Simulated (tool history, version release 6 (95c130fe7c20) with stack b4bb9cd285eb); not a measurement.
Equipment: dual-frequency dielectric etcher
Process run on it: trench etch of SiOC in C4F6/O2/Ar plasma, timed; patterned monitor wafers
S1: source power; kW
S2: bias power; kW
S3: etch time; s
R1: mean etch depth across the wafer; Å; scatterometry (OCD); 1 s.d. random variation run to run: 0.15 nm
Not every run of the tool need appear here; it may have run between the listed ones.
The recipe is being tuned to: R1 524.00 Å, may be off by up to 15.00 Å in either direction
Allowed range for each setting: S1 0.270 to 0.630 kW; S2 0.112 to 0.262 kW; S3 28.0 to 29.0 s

run,hour,S1,S2,S3,R1
1,0.0,0.450,0.187,28.0,611.52
2,0.6,0.450,0.187,29.0,629.91
3,5.1,0.430,0.181,29.0,619.26
4,5.6,0.410,0.175,29.0,605.79
5,12.2,0.350,0.175,29.0,584.81
6,15.5,0.350,0.175,29.0,586.15
7,21.1,0.340,0.169,29.0,576.74
8,25.2,0.330,0.164,29.0,565.31
9,33.8,0.330,0.160,29.0,561.76
10,41.3,0.330,0.160,29.0,559.19

4 candidate next runs follow, results not yet known. Just one meets every target within its allowed miss. Identify it.
A,48.8,0.420,0.123,28.5,?
B,48.8,0.360,0.180,29.0,?
C,48.8,0.350,0.164,29.0,?
D,48.8,0.410,0.154,29.0,?

move,R1
A,526.16
B,596.41
C,572.91
D,578.08
A: all results land within tolerance of their targets
B: moves away from the targets compared with the last run
C: moves away from the targets compared with the last run
D: moves away from the targets compared with the last run
A is the move that brings every result within its allowed miss.
